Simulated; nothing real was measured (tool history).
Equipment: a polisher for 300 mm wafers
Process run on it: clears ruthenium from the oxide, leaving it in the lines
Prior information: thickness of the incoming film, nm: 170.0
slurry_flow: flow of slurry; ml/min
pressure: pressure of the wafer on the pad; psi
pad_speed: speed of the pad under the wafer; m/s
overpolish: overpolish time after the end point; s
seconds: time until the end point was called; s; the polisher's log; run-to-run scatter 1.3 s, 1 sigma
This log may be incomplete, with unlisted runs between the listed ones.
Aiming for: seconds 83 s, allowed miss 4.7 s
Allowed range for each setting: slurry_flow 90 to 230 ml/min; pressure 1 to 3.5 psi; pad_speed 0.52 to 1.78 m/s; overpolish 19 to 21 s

run 1 hour=0 | slurry_flow=150 pressure=2.2 pad_speed=1.14 overpolish=19 | seconds=121.16
run 2 hour=6.9 | slurry_flow=150 pressure=2.2 pad_speed=1.14 overpolish=19 | seconds=125.83
run 3 hour=13.5 | slurry_flow=175 pressure=2.2 pad_speed=1.14 overpolish=19 | seconds=120.35
run 4 hour=21.4 | slurry_flow=145 pressure=2.2 pad_speed=1.14 overpolish=19 | seconds=123.19
run 5 hour=25.4 | slurry_flow=145 pressure=2.4 pad_speed=1.14 overpolish=19 | seconds=115.45
run 6 hour=32.7 | slurry_flow=145 pressure=2.6 pad_speed=1.16 overpolish=19 | seconds=102.82
run 7 hour=37.9 | slurry_flow=145 pressure=2.7 pad_speed=1.16 overpolish=19 | seconds=103.07
run 8 hour=44.1 | slurry_flow=145 pressure=2.8 pad_speed=1.16 overpolish=19 | seconds=96.261
run 9 hour=51.8 | slurry_flow=145 pressure=2.9 pad_speed=1.16 overpolish=19 | seconds=94.043
run 10 hour=56.7 | slurry_flow=145 pressure=3 pad_speed=1.16 overpolish=19 | seconds=90.77
run 11 hour=62.1 | slurry_flow=145 pressure=3.1 pad_speed=1.16 overpolish=19 | seconds=89.72

5 candidate next runs follow, results not yet known. Just one meets every target within its allowed miss. Identify it.
run A hour=67.5 | slurry_flow=125 pressure=3.5 pad_speed=1.32 overpolish=20 | seconds=?
run B hour=67.5 | slurry_flow=145 pressure=3.5 pad_speed=1.06 overpolish=21 | seconds=?
run C hour=67.5 | slurry_flow=100 pressure=2.6 pad_speed=1.42 overpolish=19 | seconds=?
run D hour=67.5 | slurry_flow=125 pressure=3.5 pad_speed=1.28 overpolish=19 | seconds=?
run E hour=67.5 | slurry_flow=155 pressure=3.4 pad_speed=0.82 overpolish=19 | seconds=?

move=A seconds=72.799
move=B seconds=85.807
move=C seconds=95.978
move=D seconds=74.819
move=E seconds=108.6
A: takes the biggest miss from the last run beyond its target
B: in spec on every target
C: misses by more than the last run did
D: takes the biggest miss from the last run beyond its target
E: misses by more than the last run did
B is the move that brings every result within its allowed miss.

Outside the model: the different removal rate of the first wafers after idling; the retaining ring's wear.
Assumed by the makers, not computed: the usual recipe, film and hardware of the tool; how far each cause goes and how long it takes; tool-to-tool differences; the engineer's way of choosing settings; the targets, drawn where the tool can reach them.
